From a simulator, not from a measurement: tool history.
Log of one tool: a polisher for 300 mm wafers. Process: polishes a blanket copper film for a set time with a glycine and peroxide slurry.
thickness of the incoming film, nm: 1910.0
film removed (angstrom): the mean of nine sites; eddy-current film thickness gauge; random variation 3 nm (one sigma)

| run | hour | flow of slurry (ml/min) | pressure of the wafer on the pad (kPa) | speed of the pad under the wafer (m/s) | polishing time (s) | film removed (angstrom) |
|---|---|---|---|---|---|---|
| 1 | 0.0 | 280 | 17.9 | 0.90 | 119 | 5095.3 |
| 2 | 2.0 | 220 | 17.9 | 0.90 | 119 | 4835.8 |
| 3 | 9.4 | 220 | 17.9 | 0.90 | 125 | 5075.9 |
| 4 | 18.1 | 215 | 17.2 | 0.90 | 125 | 4977.6 |
| 5 | 20.4 | 215 | 20.0 | 0.90 | 125 | 5435.3 |
| 6 | 28.1 | 215 | 20.0 | 0.90 | 119 | 5139.8 |
| 7 | 29.7 | 210 | 18.6 | 0.90 | 119 | 4963.3 |
| 8 | 38.4 | 210 | 17.2 | 0.90 | 119 | 4734.0 |
| 9 | 41.5 | 210 | 15.9 | 0.90 | 119 | 4527.0 |
| 10 | 45.0 | 210 | 15.2 | 0.90 | 119 | 4507.9 |
| 11 | 50.7 | 210 | 14.5 | 0.90 | 119 | 4380.1 |
| 12 | 59.4 | 210 | 13.8 | 0.90 | 119 | 4236.8 |
| 13 | 63.0 | 210 | 13.1 | 0.90 | 119 | 4125.8 |
| 14 | 65.3 | 210 | 13.1 | 0.90 | 119 | 4143.0 |
| 15 | 73.0 | 210 | 12.4 | 0.90 | 119 | 4051.8 |

The next listed run, before its measurement:
| 16 | 77.8 | 210 | 11.7 | 0.90 | 119 | ? |

film removed (angstrom): 3884.0
